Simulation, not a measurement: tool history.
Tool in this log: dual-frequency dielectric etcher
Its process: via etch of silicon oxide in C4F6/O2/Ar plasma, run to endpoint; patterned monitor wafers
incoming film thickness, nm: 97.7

run 1 hour=0.0 | bias_power_(kW)=0.523 source_power_(kW)=0.430 Ar_flow_(sccm)=401 | endpoint_time_(s)=23.708
run 2 hour=6.9 | bias_power_(kW)=0.433 source_power_(kW)=0.430 Ar_flow_(sccm)=401 | endpoint_time_(s)=26.062
run 3 hour=14.7 | bias_power_(kW)=0.479 source_power_(kW)=0.430 Ar_flow_(sccm)=401 | endpoint_time_(s)=24.343
run 4 hour=15.4 | bias_power_(kW)=0.479 source_power_(kW)=0.430 Ar_flow_(sccm)=358 | endpoint_time_(s)=24.302
run 5 hour=18.2 | bias_power_(kW)=0.479 source_power_(kW)=0.390 Ar_flow_(sccm)=358 | endpoint_time_(s)=24.867
run 6 hour=24.7 | bias_power_(kW)=0.467 source_power_(kW)=0.390 Ar_flow_(sccm)=359 | endpoint_time_(s)=25.697
run 7 hour=27.1 | bias_power_(kW)=0.459 source_power_(kW)=0.390 Ar_flow_(sccm)=359 | endpoint_time_(s)=25.601
run 8 hour=32.0 | bias_power_(kW)=0.451 source_power_(kW)=0.390 Ar_flow_(sccm)=359 | endpoint_time_(s)=25.931
run 9 hour=40.7 | bias_power_(kW)=0.451 source_power_(kW)=0.390 Ar_flow_(sccm)=359 | endpoint_time_(s)=25.963
run 10 hour=45.0 | bias_power_(kW)=0.444 source_power_(kW)=0.390 Ar_flow_(sccm)=359 | endpoint_time_(s)=25.890
run 11 hour=50.6 | bias_power_(kW)=0.444 source_power_(kW)=0.390 Ar_flow_(sccm)=359 | endpoint_time_(s)=25.944
run 12 hour=53.8 | bias_power_(kW)=0.437 source_power_(kW)=0.390 Ar_flow_(sccm)=359 | endpoint_time_(s)=26.146
run 13 hour=59.6 | bias_power_(kW)=0.431 source_power_(kW)=0.390 Ar_flow_(sccm)=359 | endpoint_time_(s)=26.608

Expected results for the next run?
run 14 hour=66.7 | bias_power_(kW)=0.383 source_power_(kW)=0.380 Ar_flow_(sccm)=361 | endpoint_time_(s)=?

endpoint time (s): 28.785
